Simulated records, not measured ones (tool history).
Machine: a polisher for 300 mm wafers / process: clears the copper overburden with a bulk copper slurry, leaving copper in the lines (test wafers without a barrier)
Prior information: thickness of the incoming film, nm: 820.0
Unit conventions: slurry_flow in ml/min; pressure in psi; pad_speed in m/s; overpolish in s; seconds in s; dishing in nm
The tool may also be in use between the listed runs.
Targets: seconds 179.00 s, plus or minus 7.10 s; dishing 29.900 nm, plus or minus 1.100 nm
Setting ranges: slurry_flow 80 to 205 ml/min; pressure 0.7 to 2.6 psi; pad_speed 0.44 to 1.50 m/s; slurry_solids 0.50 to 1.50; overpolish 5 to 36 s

Run 1, hour 0.0: slurry_flow 135 ml/min, pressure 1.6 psi, pad_speed 0.96 m/s, slurry_solids 1.00, overpolish 18 s. Result: seconds 213.13 s, dishing 41.996 nm.
Run 2, hour 2.4: slurry_flow 135 ml/min, pressure 1.6 psi, pad_speed 0.96 m/s, slurry_solids 1.00, overpolish 15 s. Result: seconds 211.68 s, dishing 36.032 nm.
Run 3, hour 6.3: slurry_flow 135 ml/min, pressure 1.6 psi, pad_speed 0.88 m/s, slurry_solids 1.00, overpolish 15 s. Result: seconds 227.59 s, dishing 34.553 nm.
Run 4, hour 11.7: slurry_flow 135 ml/min, pressure 1.4 psi, pad_speed 0.88 m/s, slurry_solids 1.00, overpolish 15 s. Result: seconds 247.49 s, dishing 31.726 nm.
Run 5, hour 15.2: slurry_flow 135 ml/min, pressure 1.4 psi, pad_speed 0.88 m/s, slurry_solids 1.00, overpolish 20 s. Result: seconds 247.72 s, dishing 39.799 nm.
Run 6, hour 17.9: slurry_flow 160 ml/min, pressure 1.4 psi, pad_speed 0.88 m/s, slurry_solids 1.00, overpolish 20 s. Result: seconds 239.82 s, dishing 40.911 nm.
At hour 24.0: head pressure recalibrated.
Run 7, hour 24.0: slurry_flow 165 ml/min, pressure 1.5 psi, pad_speed 0.90 m/s, slurry_solids 1.00, overpolish 17 s. Result: seconds 213.03 s, dishing 39.981 nm.
Run 8, hour 26.7: slurry_flow 175 ml/min, pressure 1.5 psi, pad_speed 0.92 m/s, slurry_solids 1.00, overpolish 14 s. Result: seconds 204.39 s, dishing 35.208 nm.
Run 9, hour 34.8: slurry_flow 190 ml/min, pressure 1.7 psi, pad_speed 0.94 m/s, slurry_solids 1.00, overpolish 7 s. Result: seconds 180.66 s, dishing 21.128 nm.
Run 10, hour 36.9: slurry_flow 175 ml/min, pressure 1.7 psi, pad_speed 0.96 m/s, slurry_solids 1.00, overpolish 8 s. Result: seconds 184.94 s, dishing 24.163 nm.
Run 11, hour 38.7: slurry_flow 140 ml/min, pressure 1.9 psi, pad_speed 0.96 m/s, slurry_solids 1.00, overpolish 8 s. Result: seconds 174.63 s, dishing 25.078 nm.
Run 12, hour 41.5: slurry_flow 135 ml/min, pressure 1.9 psi, pad_speed 0.98 m/s, slurry_solids 1.00, overpolish 9 s. Result: seconds 172.14 s, dishing 28.150 nm.

Of the 5 settings listed for the next run, only one would bring every result within its allowed miss of target. Which one?
Run A, hour 44.3: slurry_flow 130 ml/min, pressure 1.8 psi, pad_speed 1.10 m/s, slurry_solids 1.10, overpolish 10 s. Result: seconds ?, dishing ?.
Run B, hour 44.3: slurry_flow 125 ml/min, pressure 1.9 psi, pad_speed 0.98 m/s, slurry_solids 1.00, overpolish 9 s. Result: seconds ?, dishing ?.
Run C, hour 44.3: slurry_flow 125 ml/min, pressure 2.0 psi, pad_speed 0.70 m/s, slurry_solids 1.25, overpolish 10 s. Result: seconds ?, dishing ?.
Run D, hour 44.3: slurry_flow 170 ml/min, pressure 1.7 psi, pad_speed 0.94 m/s, slurry_solids 1.25, overpolish 10 s. Result: seconds ?, dishing ?.
Run E, hour 44.3: slurry_flow 135 ml/min, pressure 1.9 psi, pad_speed 1.10 m/s, slurry_solids 0.95, overpolish 8 s. Result: seconds ?, dishing ?.

move  seconds  dishing
   A   168.17   31.982
   B   178.02   27.875
   C   196.75   28.074
   D   179.58   30.140
   E   164.97   26.874
A: pushes the last run's worst result past its target
B: lands further from the targets than the last run did
C: lands further from the targets than the last run did
D: in spec on every target
E: lands further from the targets than the last run did
The right move is D.
